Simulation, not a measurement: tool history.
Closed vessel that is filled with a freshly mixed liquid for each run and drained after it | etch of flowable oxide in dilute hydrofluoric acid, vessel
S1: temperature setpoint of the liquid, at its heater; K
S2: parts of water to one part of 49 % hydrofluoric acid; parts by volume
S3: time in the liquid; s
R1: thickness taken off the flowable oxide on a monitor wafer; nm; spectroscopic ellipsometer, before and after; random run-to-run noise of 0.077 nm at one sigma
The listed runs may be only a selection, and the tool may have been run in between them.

Run 1, hour 0.0: S1 299.15 K, S2 105 parts by volume, S3 105 s. Result: R1 31.845 nm.
Run 2, hour 4.0: S1 299.15 K, S2 130 parts by volume, S3 105 s. Result: R1 25.026 nm.
Run 3, hour 6.7: S1 299.15 K, S2 130 parts by volume, S3 115 s. Result: R1 27.348 nm.
Run 4, hour 10.0: S1 298.15 K, S2 130 parts by volume, S3 115 s. Result: R1 26.293 nm.
Run 5, hour 18.7: S1 298.15 K, S2 130 parts by volume, S3 115 s. Result: R1 26.294 nm.
Run 6, hour 24.2: S1 298.15 K, S2 165 parts by volume, S3 115 s. Result: R1 19.977 nm.

Predict the results of run 7:
Run 7, hour 28.2: S1 297.65 K, S2 165 parts by volume, S3 115 s. Result: R1 ?.

{"run 7": {"R1": 19.565}}
